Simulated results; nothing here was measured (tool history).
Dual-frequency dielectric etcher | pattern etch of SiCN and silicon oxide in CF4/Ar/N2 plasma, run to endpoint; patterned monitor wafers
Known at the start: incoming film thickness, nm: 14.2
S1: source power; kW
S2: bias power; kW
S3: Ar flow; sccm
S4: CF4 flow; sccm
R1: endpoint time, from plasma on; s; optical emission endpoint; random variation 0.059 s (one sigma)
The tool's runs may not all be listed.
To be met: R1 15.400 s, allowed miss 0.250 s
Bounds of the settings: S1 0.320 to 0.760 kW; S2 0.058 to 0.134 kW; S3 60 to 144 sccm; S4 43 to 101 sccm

{"run": 1, "day": 0.0, "S1": 0.54, "S2": 0.096, "S3": 102, "S4": 72, "R1": 12.472}
{"run": 2, "day": 0.221, "S1": 0.52, "S2": 0.096, "S3": 102, "S4": 72, "R1": 12.595}
{"run": 3, "day": 0.304, "S1": 0.52, "S2": 0.096, "S3": 102, "S4": 80, "R1": 12.516}
{"run": 4, "day": 0.388, "S1": 0.5, "S2": 0.096, "S3": 102, "S4": 80, "R1": 12.839}
{"run": 5, "day": 0.742, "S1": 0.41, "S2": 0.096, "S3": 102, "S4": 80, "R1": 14.414}
{"run": 6, "day": 1.062, "S1": 0.32, "S2": 0.096, "S3": 102, "S4": 80, "R1": 16.434}
{"run": 7, "day": 1.421, "S1": 0.33, "S2": 0.096, "S3": 102, "S4": 80, "R1": 16.226}
{"run": 8, "day": 1.612, "S1": 0.34, "S2": 0.096, "S3": 102, "S4": 80, "R1": 15.877}
{"run": 9, "day": 1.842, "S1": 0.35, "S2": 0.096, "S3": 102, "S4": 80, "R1": 15.647}

4 next moves are on the table. One of them brings every result within its allowed miss. Which?
{"run": "A", "day": 2.071, "S1": 0.33, "S2": 0.112, "S3": 99, "S4": 61, "R1": "?"}
{"run": "B", "day": 2.071, "S1": 0.35, "S2": 0.095, "S3": 105, "S4": 80, "R1": "?"}
{"run": "C", "day": 2.071, "S1": 0.32, "S2": 0.1, "S3": 97, "S4": 79, "R1": "?"}
{"run": "D", "day": 2.071, "S1": 0.34, "S2": 0.094, "S3": 107, "S4": 87, "R1": "?"}

move=A R1=15.277
move=B R1=15.798
move=C R1=15.952
move=D R1=15.992
A: meets every target
B: further off than the last run
C: further off than the last run
D: further off than the last run
The right move is A.
